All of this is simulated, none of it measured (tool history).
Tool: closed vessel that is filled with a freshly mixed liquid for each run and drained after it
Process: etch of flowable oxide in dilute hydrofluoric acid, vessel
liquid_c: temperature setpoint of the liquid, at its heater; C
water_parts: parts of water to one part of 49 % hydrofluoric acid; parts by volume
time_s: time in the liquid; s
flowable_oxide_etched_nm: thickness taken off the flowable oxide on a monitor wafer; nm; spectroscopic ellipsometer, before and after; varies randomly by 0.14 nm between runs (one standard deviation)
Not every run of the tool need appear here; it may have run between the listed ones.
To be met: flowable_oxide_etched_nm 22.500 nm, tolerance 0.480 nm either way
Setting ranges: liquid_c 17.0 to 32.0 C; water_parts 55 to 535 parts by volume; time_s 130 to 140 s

run 1 day=0.000 | liquid_c=24.0 water_parts=295 time_s=130 | flowable_oxide_etched_nm=28.224
run 2 day=0.267 | liquid_c=24.0 water_parts=220 time_s=130 | flowable_oxide_etched_nm=40.304
run 3 day=0.475 | liquid_c=22.0 water_parts=245 time_s=130 | flowable_oxide_etched_nm=33.054
run 4 day=0.762 | liquid_c=19.5 water_parts=245 time_s=130 | flowable_oxide_etched_nm=30.253
-- day=0.938 thermometer replaced
run 5 day=0.938 | liquid_c=18.5 water_parts=245 time_s=130 | flowable_oxide_etched_nm=27.926
run 6 day=1.050 | liquid_c=20.5 water_parts=245 time_s=130 | flowable_oxide_etched_nm=30.448
run 7 day=1.188 | liquid_c=19.5 water_parts=255 time_s=130 | flowable_oxide_etched_nm=27.869
run 8 day=1.354 | liquid_c=19.0 water_parts=260 time_s=130 | flowable_oxide_etched_nm=26.845
run 9 day=1.429 | liquid_c=17.0 water_parts=290 time_s=130 | flowable_oxide_etched_nm=21.687

5 next moves are on the table. One of them brings every result within its allowed miss. Which?
run A day=1.504 | liquid_c=19.0 water_parts=295 time_s=130 | flowable_oxide_etched_nm=?
run B day=1.504 | liquid_c=17.0 water_parts=305 time_s=135 | flowable_oxide_etched_nm=?
run C day=1.504 | liquid_c=17.0 water_parts=295 time_s=130 | flowable_oxide_etched_nm=?
run D day=1.504 | liquid_c=18.5 water_parts=340 time_s=140 | flowable_oxide_etched_nm=?
run E day=1.504 | liquid_c=17.5 water_parts=330 time_s=140 | flowable_oxide_etched_nm=?

move=A flowable_oxide_etched_nm=22.566
move=B flowable_oxide_etched_nm=20.853
move=C flowable_oxide_etched_nm=20.935
move=D flowable_oxide_etched_nm=19.919
move=E flowable_oxide_etched_nm=19.947
A: in spec on every target
B: lands further from the targets than the last run did
C: lands further from the targets than the last run did
D: lands further from the targets than the last run did
E: lands further from the targets than the last run did
Answer: A
